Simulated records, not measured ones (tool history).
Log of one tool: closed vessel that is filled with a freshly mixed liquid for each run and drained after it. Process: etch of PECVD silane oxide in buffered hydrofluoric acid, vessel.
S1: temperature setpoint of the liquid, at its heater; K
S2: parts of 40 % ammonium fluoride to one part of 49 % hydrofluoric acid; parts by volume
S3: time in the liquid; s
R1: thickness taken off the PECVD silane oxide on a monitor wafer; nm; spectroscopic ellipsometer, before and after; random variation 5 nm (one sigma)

run,hour,S1,S2,S3,R1
1,0.0,295.15,11.0,95,238.76
2,0.7,297.65,11.0,95,272.28
3,9.5,297.65,8.5,95,341.45
4,12.5,299.15,8.0,95,399.36
5,18.0,300.15,8.0,95,418.74
6,21.5,300.65,8.0,95,425.47

What will run 7 give?
7,23.9,303.15,7.0,95,?

For run 7 the tool returned R1 570.08 nm.

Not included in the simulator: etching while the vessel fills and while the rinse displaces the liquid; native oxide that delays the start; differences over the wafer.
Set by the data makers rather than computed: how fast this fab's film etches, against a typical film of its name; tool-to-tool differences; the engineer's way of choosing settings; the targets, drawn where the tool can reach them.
